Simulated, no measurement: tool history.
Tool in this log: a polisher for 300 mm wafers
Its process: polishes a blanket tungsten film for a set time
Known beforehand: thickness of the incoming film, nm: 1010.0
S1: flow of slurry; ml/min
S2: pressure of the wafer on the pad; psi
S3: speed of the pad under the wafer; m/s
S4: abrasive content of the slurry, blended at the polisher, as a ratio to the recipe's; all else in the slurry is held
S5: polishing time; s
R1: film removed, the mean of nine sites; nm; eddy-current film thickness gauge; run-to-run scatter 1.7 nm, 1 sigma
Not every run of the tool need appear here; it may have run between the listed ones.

run,day,S1,S2,S3,S4,S5,R1
1,0,205,4.3,1.24,1,25,166.96
2,0.225,205,4.3,1.02,1,25,145.47
3,0.454,205,3.7,1.02,1,25,130.8
4,0.633,205,3.1,1.02,1,25,119.09
5,0.879,210,3.9,1.06,1,25,139.72
6,0.946,210,3.9,0.84,1,25,121.63
7,1.054,220,4.6,0.92,1,25,142.58
8,1.233,220,5.1,1,1,25,164.66
9,1.358,250,6.3,1.16,1,25,216.55

Forecast run 10:
10,1.604,250,6.4,1.2,1,25,?

R1: 222.67 nm

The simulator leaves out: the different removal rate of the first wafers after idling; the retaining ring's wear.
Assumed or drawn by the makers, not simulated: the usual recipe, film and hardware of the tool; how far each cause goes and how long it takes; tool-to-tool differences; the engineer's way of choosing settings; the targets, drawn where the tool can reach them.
